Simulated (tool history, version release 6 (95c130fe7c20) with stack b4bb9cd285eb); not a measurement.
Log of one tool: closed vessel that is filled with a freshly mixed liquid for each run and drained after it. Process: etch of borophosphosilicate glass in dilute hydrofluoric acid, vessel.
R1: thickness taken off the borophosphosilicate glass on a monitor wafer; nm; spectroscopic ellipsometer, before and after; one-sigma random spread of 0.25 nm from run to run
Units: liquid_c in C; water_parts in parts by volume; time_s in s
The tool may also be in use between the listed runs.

{"run": 1, "day": 0.0, "liquid_c": 23.0, "water_parts": 290, "time_s": 660, "R1": 76.69}
{"run": 2, "day": 0.271, "liquid_c": 22.5, "water_parts": 290, "time_s": 660, "R1": 74.21}
{"run": 3, "day": 0.367, "liquid_c": 25.5, "water_parts": 290, "time_s": 660, "R1": 83.215}
{"run": 4, "day": 0.529, "liquid_c": 27.0, "water_parts": 290, "time_s": 660, "R1": 87.476}
{"run": 5, "day": 0.596, "liquid_c": 26.0, "water_parts": 290, "time_s": 660, "R1": 84.111}
{"run": 6, "day": 0.746, "liquid_c": 26.0, "water_parts": 290, "time_s": 660, "R1": 84.15}
{"run": 7, "day": 0.908, "liquid_c": 25.0, "water_parts": 290, "time_s": 660, "R1": 81.55}
{"run": 8, "day": 1.125, "liquid_c": 24.0, "water_parts": 290, "time_s": 660, "R1": 79.122}
{"run": 9, "day": 1.488, "liquid_c": 23.0, "water_parts": 290, "time_s": 660, "R1": 75.988}
{"run": 10, "day": 1.654, "liquid_c": 22.5, "water_parts": 290, "time_s": 660, "R1": 74.295}
{"run": 11, "day": 1.958, "liquid_c": 22.0, "water_parts": 290, "time_s": 660, "R1": 73.552}
{"run": 12, "day": 2.321, "liquid_c": 21.5, "water_parts": 290, "time_s": 660, "R1": 72.409}
{"run": 13, "day": 2.521, "liquid_c": 21.0, "water_parts": 290, "time_s": 660, "R1": 70.241}
{"run": 14, "day": 2.638, "liquid_c": 20.5, "water_parts": 290, "time_s": 660, "R1": 69.484}

For run 15, what comes out?
{"run": 15, "day": 2.825, "liquid_c": 20.5, "water_parts": 290, "time_s": 660, "R1": "?"}

{"run 15": {"R1": 69.105}}
